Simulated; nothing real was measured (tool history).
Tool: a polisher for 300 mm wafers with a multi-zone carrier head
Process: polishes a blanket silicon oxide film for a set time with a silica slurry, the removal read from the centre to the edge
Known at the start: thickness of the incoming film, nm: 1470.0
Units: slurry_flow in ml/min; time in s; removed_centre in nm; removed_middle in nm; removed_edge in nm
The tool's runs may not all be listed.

{"run": 1, "day": 0.0, "slurry_flow": 235, "centre_zone": 1.0, "middle_zone": 1.0, "edge_zone": 1.0, "slurry_solids": 1.0, "time": 35, "removed_centre": 103.99, "removed_middle": 103.53, "removed_edge": 102.67}
{"run": 2, "day": 0.125, "slurry_flow": 235, "centre_zone": 1.0, "middle_zone": 0.99, "edge_zone": 0.98, "slurry_solids": 0.95, "time": 35, "removed_centre": 101.57, "removed_middle": 101.76, "removed_edge": 99.394}
{"run": 3, "day": 0.442, "slurry_flow": 230, "centre_zone": 1.0, "middle_zone": 0.97, "edge_zone": 0.96, "slurry_solids": 0.9, "time": 35, "removed_centre": 100.01, "removed_middle": 97.154, "removed_edge": 96.659}
{"run": 4, "day": 0.742, "slurry_flow": 190, "centre_zone": 1.0, "middle_zone": 0.97, "edge_zone": 0.96, "slurry_solids": 0.9, "time": 35, "removed_centre": 95.314, "removed_middle": 94.016, "removed_edge": 92.891}
{"run": 5, "day": 0.85, "slurry_flow": 190, "centre_zone": 0.93, "middle_zone": 0.97, "edge_zone": 0.96, "slurry_solids": 0.9, "time": 35, "removed_centre": 91.044, "removed_middle": 94.179, "removed_edge": 94.348}
{"run": 6, "day": 1.088, "slurry_flow": 190, "centre_zone": 0.93, "middle_zone": 0.97, "edge_zone": 1.03, "slurry_solids": 0.9, "time": 35, "removed_centre": 92.399, "removed_middle": 92.832, "removed_edge": 97.22}

The next listed run, before its measurement:
{"run": 7, "day": 1.142, "slurry_flow": 185, "centre_zone": 0.94, "middle_zone": 0.97, "edge_zone": 1.01, "slurry_solids": 0.85, "time": 35, "removed_centre": "?", "removed_middle": "?", "removed_edge": "?"}

Run 7 gave removed_centre 88.878 nm, removed_middle 91.075 nm, removed_edge 94.827 nm.
